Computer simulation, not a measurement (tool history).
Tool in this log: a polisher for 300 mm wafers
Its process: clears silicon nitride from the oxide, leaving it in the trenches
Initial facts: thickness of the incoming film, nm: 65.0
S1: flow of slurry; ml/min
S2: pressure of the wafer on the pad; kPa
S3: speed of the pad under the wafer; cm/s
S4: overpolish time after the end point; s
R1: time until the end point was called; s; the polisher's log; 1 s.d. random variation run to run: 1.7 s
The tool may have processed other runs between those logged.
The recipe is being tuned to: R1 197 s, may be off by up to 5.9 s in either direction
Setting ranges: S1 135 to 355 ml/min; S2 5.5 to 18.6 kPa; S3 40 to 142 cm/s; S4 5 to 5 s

run  hour   S1    S2   S3  S4      R1
  1     0  225  11.7   90   5  126.39
  2   2.8  220  10.3   90   5  141.92
  3  10.1  220  10.3   90   5   142.7
  4  16.5  220  10.3  102   5  131.77
  5  19.2  220  10.3   82   5  151.06
  6  24.8  220  10.3   82   5  150.71
  7  28.3  215   9.7   82   5  161.55
  8  28.8  210     9   82   5  176.16
  9  33.3  210     9   82   5  172.12

Below are 5 possible settings for the next run. Only one of them brings all results inside the allowed miss of their targets. Which is it?
  A  37.8  220  7.6  100   5   ?
  B  37.8  180    9  104   5   ?
  C  37.8  230  8.3   74   5   ?
  D  37.8  235    9   82   5   ?
  E  37.8  210    9   88   5   ?

move      R1
   A  175.92
   B  149.94
   C  196.87
   D  170.18
   E  164.65
A: an improvement on the last run, though not all results are within tolerance
B: its largest miss is bigger than the last run's
C: meets every target
D: its largest miss is bigger than the last run's
E: its largest miss is bigger than the last run's
C meets every target.

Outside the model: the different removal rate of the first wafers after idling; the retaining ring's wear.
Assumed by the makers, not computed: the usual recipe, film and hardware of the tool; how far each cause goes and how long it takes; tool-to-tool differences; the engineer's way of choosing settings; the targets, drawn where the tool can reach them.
